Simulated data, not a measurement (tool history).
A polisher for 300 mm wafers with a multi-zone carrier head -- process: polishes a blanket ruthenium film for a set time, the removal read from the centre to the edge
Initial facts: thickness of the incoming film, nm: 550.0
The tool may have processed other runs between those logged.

run,hour,flow of slurry (ml/min),pressure of the head's centre zone,pressure of the head's middle zone,pressure of the head's edge zone,polishing time (s),film removed at the wafer's centre (Å),film removed at mid-radius (Å),film removed at the wafer's edge (Å)
1,0.0,160,1.00,1.00,1.00,53,711.42,707.87,692.00
2,7.1,165,1.01,0.99,1.03,55,742.36,734.73,735.41
3,8.9,175,1.03,0.98,1.06,56,784.56,745.78,770.90
4,9.9,175,1.03,0.92,1.06,56,780.42,707.49,775.47
5,17.2,145,1.03,0.92,1.06,56,743.10,683.54,736.94
6,23.4,145,0.96,0.92,1.06,56,715.25,687.05,742.96

For run 7, what comes out?
7,26.6,160,0.98,0.93,1.08,57,?,?,?

film removed at the wafer's centre (Å): 739.48
film removed at mid-radius (Å): 723.40
film removed at the wafer's edge (Å): 789.28

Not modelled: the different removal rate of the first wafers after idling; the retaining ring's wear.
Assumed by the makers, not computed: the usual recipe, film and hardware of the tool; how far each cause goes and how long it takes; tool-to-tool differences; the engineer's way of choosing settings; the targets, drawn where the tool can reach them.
